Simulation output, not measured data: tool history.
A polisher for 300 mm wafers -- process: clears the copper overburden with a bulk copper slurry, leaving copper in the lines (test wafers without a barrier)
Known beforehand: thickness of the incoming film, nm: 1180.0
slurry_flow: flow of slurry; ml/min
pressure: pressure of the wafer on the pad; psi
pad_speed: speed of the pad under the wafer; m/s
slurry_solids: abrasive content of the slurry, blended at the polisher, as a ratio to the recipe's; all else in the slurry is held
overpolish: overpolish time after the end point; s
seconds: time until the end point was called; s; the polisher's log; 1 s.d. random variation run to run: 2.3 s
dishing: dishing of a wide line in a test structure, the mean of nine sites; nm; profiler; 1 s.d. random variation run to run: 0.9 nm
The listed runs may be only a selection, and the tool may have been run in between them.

run	day	slurry_flow	pressure	pad_speed	slurry_solids	overpolish	seconds	dishing
1	0	225	2.6	1	1	18	129.78	72.425
2	0.233	250	2.6	1	1	18	127.12	71.744
3	0.371	250	2.5	1	1	17	132.15	67.045
4	0.633	250	2.5	0.84	1	17	155.91	62.89
5	0.85	250	2.5	0.84	1	21	160.09	69.947
6	1.121	250	2.5	0.86	1	18	150.8	62.388
7	1.433	255	2.5	0.86	1	17	152.64	60.636

For run 8, what comes out?
8	1.8	260	2.5	0.86	1	16	?	?

Run 8 yielded seconds 153.89 s, dishing 58.234 nm.

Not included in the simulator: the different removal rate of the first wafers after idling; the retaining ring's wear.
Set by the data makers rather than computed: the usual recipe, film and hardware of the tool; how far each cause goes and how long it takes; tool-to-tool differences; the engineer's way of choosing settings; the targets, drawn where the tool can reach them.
